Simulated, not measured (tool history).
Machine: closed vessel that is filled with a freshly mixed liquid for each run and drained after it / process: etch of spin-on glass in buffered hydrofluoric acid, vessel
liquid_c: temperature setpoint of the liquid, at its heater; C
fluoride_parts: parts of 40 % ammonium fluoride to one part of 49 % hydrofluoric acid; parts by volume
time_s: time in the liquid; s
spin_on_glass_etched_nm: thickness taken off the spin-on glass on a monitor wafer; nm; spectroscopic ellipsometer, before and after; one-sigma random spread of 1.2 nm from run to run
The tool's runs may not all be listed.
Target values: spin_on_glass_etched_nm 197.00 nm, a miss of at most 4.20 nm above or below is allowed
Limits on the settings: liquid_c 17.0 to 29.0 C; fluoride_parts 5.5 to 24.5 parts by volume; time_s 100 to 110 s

{"run": 1, "day": 0.0, "liquid_c": 21.0, "fluoride_parts": 15.0, "time_s": 100, "spin_on_glass_etched_nm": 152.05}
{"run": 2, "day": 0.125, "liquid_c": 22.5, "fluoride_parts": 15.0, "time_s": 100, "spin_on_glass_etched_nm": 167.19}
{"run": 3, "day": 0.329, "liquid_c": 25.0, "fluoride_parts": 15.0, "time_s": 100, "spin_on_glass_etched_nm": 189.98}
{"run": 4, "day": 0.692, "liquid_c": 25.0, "fluoride_parts": 17.0, "time_s": 100, "spin_on_glass_etched_nm": 168.95}
{"run": 5, "day": 1.033, "liquid_c": 25.5, "fluoride_parts": 17.0, "time_s": 100, "spin_on_glass_etched_nm": 174.56}
{"run": 6, "day": 1.283, "liquid_c": 26.0, "fluoride_parts": 17.0, "time_s": 100, "spin_on_glass_etched_nm": 177.92}
{"run": 7, "day": 1.475, "liquid_c": 26.5, "fluoride_parts": 17.0, "time_s": 100, "spin_on_glass_etched_nm": 183.56}
{"run": 8, "day": 1.55, "liquid_c": 27.0, "fluoride_parts": 17.0, "time_s": 100, "spin_on_glass_etched_nm": 187.85}

Which single option among these 5 for the next run brings every result within its allowed miss of target? Just one does.
{"run": "A", "day": 1.625, "liquid_c": 25.0, "fluoride_parts": 16.0, "time_s": 105, "spin_on_glass_etched_nm": "?"}
{"run": "B", "day": 1.625, "liquid_c": 25.0, "fluoride_parts": 18.0, "time_s": 110, "spin_on_glass_etched_nm": "?"}
{"run": "C", "day": 1.625, "liquid_c": 27.5, "fluoride_parts": 17.5, "time_s": 105, "spin_on_glass_etched_nm": "?"}
{"run": "D", "day": 1.625, "liquid_c": 27.0, "fluoride_parts": 17.5, "time_s": 100, "spin_on_glass_etched_nm": "?"}
{"run": "E", "day": 1.625, "liquid_c": 27.5, "fluoride_parts": 17.5, "time_s": 100, "spin_on_glass_etched_nm": "?"}

move=A spin_on_glass_etched_nm=188.29
move=B spin_on_glass_etched_nm=175.66
move=C spin_on_glass_etched_nm=197.27
move=D spin_on_glass_etched_nm=182.91
move=E spin_on_glass_etched_nm=187.88
A: neither nearer nor further off than the last run
B: moves away from the targets compared with the last run
C: all results in spec
D: moves away from the targets compared with the last run
E: neither nearer nor further off than the last run
Move C is the one to make.
